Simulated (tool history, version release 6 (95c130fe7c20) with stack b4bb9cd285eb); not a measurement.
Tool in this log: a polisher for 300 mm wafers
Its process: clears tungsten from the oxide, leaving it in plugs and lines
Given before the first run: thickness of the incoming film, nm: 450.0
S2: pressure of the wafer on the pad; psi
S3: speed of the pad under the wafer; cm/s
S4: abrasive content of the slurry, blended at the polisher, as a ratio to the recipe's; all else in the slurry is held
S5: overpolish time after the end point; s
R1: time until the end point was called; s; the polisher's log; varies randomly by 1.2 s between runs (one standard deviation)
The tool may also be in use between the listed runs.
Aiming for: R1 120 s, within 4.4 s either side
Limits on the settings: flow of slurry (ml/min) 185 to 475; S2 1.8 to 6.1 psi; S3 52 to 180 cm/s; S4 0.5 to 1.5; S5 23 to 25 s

run 1 hour=0 | flow_of_slurry_(ml/min)=305 S2=3.9 S3=116 S4=1 S5=23 | R1=72.046
run 2 hour=1.7 | flow_of_slurry_(ml/min)=305 S2=3.9 S3=116 S4=0.85 S5=23 | R1=71.388
run 3 hour=6.2 | flow_of_slurry_(ml/min)=265 S2=3.9 S3=116 S4=0.85 S5=23 | R1=72.454
run 4 hour=12.6 | flow_of_slurry_(ml/min)=265 S2=3.9 S3=116 S4=0.65 S5=23 | R1=75.546
run 5 hour=18 | flow_of_slurry_(ml/min)=265 S2=3.6 S3=116 S4=0.65 S5=23 | R1=81.364
run 6 hour=21.5 | flow_of_slurry_(ml/min)=290 S2=3.6 S3=116 S4=0.65 S5=23 | R1=80.594
run 7 hour=24.5 | flow_of_slurry_(ml/min)=290 S2=3.3 S3=116 S4=0.65 S5=23 | R1=86.823
run 8 hour=31.8 | flow_of_slurry_(ml/min)=290 S2=3.1 S3=116 S4=0.65 S5=23 | R1=92.74

5 next moves are on the table. One of them brings every result within its allowed miss. Which?
run A hour=39.1 | flow_of_slurry_(ml/min)=315 S2=2.6 S3=92 S4=0.7 S5=24 | R1=?
run B hour=39.1 | flow_of_slurry_(ml/min)=355 S2=2.5 S3=108 S4=0.5 S5=24 | R1=?
run C hour=39.1 | flow_of_slurry_(ml/min)=245 S2=2.8 S3=88 S4=0.7 S5=23 | R1=?
run D hour=39.1 | flow_of_slurry_(ml/min)=300 S2=2.1 S3=108 S4=0.85 S5=23 | R1=?
run E hour=39.1 | flow_of_slurry_(ml/min)=305 S2=2.4 S3=104 S4=0.65 S5=23 | R1=?

move=A R1=130.34
move=B R1=119.39
move=C R1=131.19
move=D R1=130.36
move=E R1=125.6
A: the result that was furthest off in the last run now lies on the other side of its target
B: all results in spec
C: the result that was furthest off in the last run now lies on the other side of its target
D: the result that was furthest off in the last run now lies on the other side of its target
E: the result that was furthest off in the last run now lies on the other side of its target
Go with B: it meets all targets.
